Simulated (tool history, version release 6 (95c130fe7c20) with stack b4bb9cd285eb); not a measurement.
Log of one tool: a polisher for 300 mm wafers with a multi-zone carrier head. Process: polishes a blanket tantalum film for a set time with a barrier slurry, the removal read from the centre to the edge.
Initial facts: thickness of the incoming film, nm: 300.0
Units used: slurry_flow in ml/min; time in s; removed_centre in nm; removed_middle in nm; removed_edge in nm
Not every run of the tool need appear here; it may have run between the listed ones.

{"run": 1, "day": 0.0, "slurry_flow": 265, "centre_zone": 1.0, "middle_zone": 1.0, "edge_zone": 1.0, "slurry_solids": 1.0, "time": 45, "removed_centre": 112.55, "removed_middle": 110.72, "removed_edge": 113.97}
{"run": 2, "day": 0.362, "slurry_flow": 265, "centre_zone": 0.98, "middle_zone": 1.0, "edge_zone": 0.97, "slurry_solids": 0.9, "time": 44, "removed_centre": 103.56, "removed_middle": 104.14, "removed_edge": 104.69}
{"run": 3, "day": 0.504, "slurry_flow": 265, "centre_zone": 0.98, "middle_zone": 1.0, "edge_zone": 0.97, "slurry_solids": 1.05, "time": 44, "removed_centre": 109.49, "removed_middle": 109.04, "removed_edge": 108.78}
{"run": 4, "day": 0.85, "slurry_flow": 260, "centre_zone": 0.95, "middle_zone": 0.99, "edge_zone": 0.94, "slurry_solids": 0.95, "time": 44, "removed_centre": 100.7, "removed_middle": 104.21, "removed_edge": 105.04}
{"run": 5, "day": 0.896, "slurry_flow": 260, "centre_zone": 0.95, "middle_zone": 0.94, "edge_zone": 0.94, "slurry_solids": 0.95, "time": 44, "removed_centre": 102.19, "removed_middle": 100.5, "removed_edge": 106.84}
{"run": 6, "day": 1.179, "slurry_flow": 310, "centre_zone": 0.95, "middle_zone": 0.94, "edge_zone": 0.94, "slurry_solids": 0.95, "time": 44, "removed_centre": 104.18, "removed_middle": 102.21, "removed_edge": 109.0}
{"run": 7, "day": 1.508, "slurry_flow": 310, "centre_zone": 0.95, "middle_zone": 0.94, "edge_zone": 0.94, "slurry_solids": 0.95, "time": 44, "removed_centre": 104.57, "removed_middle": 102.26, "removed_edge": 106.12}
{"run": 8, "day": 1.675, "slurry_flow": 320, "centre_zone": 0.94, "middle_zone": 0.95, "edge_zone": 0.92, "slurry_solids": 0.85, "time": 43, "removed_centre": 95.387, "removed_middle": 97.534, "removed_edge": 100.42}
{"run": 9, "day": 1.846, "slurry_flow": 320, "centre_zone": 0.94, "middle_zone": 0.96, "edge_zone": 0.9, "slurry_solids": 0.75, "time": 42, "removed_centre": 90.656, "removed_middle": 93.324, "removed_edge": 94.388}
{"run": 10, "day": 2.075, "slurry_flow": 320, "centre_zone": 0.94, "middle_zone": 0.96, "edge_zone": 0.9, "slurry_solids": 0.75, "time": 42, "removed_centre": 91.099, "removed_middle": 89.853, "removed_edge": 92.712}
{"run": 11, "day": 2.254, "slurry_flow": 320, "centre_zone": 0.92, "middle_zone": 0.98, "edge_zone": 0.88, "slurry_solids": 0.7, "time": 42, "removed_centre": 85.338, "removed_middle": 91.178, "removed_edge": 90.415}
{"run": 12, "day": 2.446, "slurry_flow": 290, "centre_zone": 0.93, "middle_zone": 0.98, "edge_zone": 0.81, "slurry_solids": 0.5, "time": 41, "removed_centre": 71.87, "removed_middle": 74.445, "removed_edge": 72.745}
{"run": 13, "day": 2.788, "slurry_flow": 310, "centre_zone": 0.93, "middle_zone": 0.99, "edge_zone": 0.82, "slurry_solids": 0.5, "time": 41, "removed_centre": 71.827, "removed_middle": 75.188, "removed_edge": 73.573}
{"run": 14, "day": 2.892, "slurry_flow": 325, "centre_zone": 0.93, "middle_zone": 1.0, "edge_zone": 0.83, "slurry_solids": 0.5, "time": 41, "removed_centre": 74.516, "removed_middle": 78.646, "removed_edge": 74.141}
{"run": 15, "day": 3.129, "slurry_flow": 335, "centre_zone": 0.92, "middle_zone": 1.0, "edge_zone": 0.84, "slurry_solids": 0.5, "time": 41, "removed_centre": 72.531, "removed_middle": 76.793, "removed_edge": 74.458}
{"run": 16, "day": 3.458, "slurry_flow": 335, "centre_zone": 0.92, "middle_zone": 1.01, "edge_zone": 0.86, "slurry_solids": 0.5, "time": 41, "removed_centre": 70.987, "removed_middle": 77.706, "removed_edge": 73.099}
{"run": 17, "day": 3.817, "slurry_flow": 345, "centre_zone": 0.91, "middle_zone": 1.0, "edge_zone": 0.88, "slurry_solids": 0.75, "time": 42, "removed_centre": 89.3, "removed_middle": 93.882, "removed_edge": 92.656}
{"run": 18, "day": 3.904, "slurry_flow": 320, "centre_zone": 0.91, "middle_zone": 1.01, "edge_zone": 0.86, "slurry_solids": 0.75, "time": 42, "removed_centre": 88.952, "removed_middle": 94.031, "removed_edge": 90.529}
{"run": 19, "day": 4.125, "slurry_flow": 300, "centre_zone": 0.91, "middle_zone": 1.01, "edge_zone": 0.85, "slurry_solids": 0.75, "time": 42, "removed_centre": 86.603, "removed_middle": 95.356, "removed_edge": 91.816}

What does the tool deliver on the next run?
{"run": 20, "day": 4.288, "slurry_flow": 340, "centre_zone": 0.88, "middle_zone": 1.01, "edge_zone": 0.83, "slurry_solids": 0.5, "time": 40, "removed_centre": "?", "removed_middle": "?", "removed_edge": "?"}

{"run 20": {"removed_centre": 67.988, "removed_middle": 77.085, "removed_edge": 72.585}}

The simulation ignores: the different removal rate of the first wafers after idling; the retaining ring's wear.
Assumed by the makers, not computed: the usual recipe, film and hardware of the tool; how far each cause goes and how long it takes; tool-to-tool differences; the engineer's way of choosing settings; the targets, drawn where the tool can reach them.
